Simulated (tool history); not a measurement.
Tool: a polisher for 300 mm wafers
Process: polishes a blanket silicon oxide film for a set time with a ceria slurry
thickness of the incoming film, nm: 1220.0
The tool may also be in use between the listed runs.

run  hour  flow of slurry (ml/min)  pressure of the wafer on the pad (kPa)  speed of the pad under the wafer (m/s)  polishing time (s)  film removed (nm)
  1     0                      255                                    24.1                                    1.42                  85             612.98
  2   1.4                      255                                      20                                    1.42                  85             503.92
  3   3.5                      220                                    17.2                                    1.16                  85             356.86
  4  12.5                      205                                    15.2                                    0.98                  85             268.17
  5  17.9                      205                                    15.2                                     1.3                  85             351.03
  6  21.2                      195                                    13.8                                     1.1                  85             266.59
  7    22                      185                                    13.1                                       1                  85             230.52

Run 8 has not been measured yet. What should we expect?
  8  26.5                      175                                    12.4                                    0.94                  85                  ?

For run 8 the tool returned film removed (nm) 205.96.

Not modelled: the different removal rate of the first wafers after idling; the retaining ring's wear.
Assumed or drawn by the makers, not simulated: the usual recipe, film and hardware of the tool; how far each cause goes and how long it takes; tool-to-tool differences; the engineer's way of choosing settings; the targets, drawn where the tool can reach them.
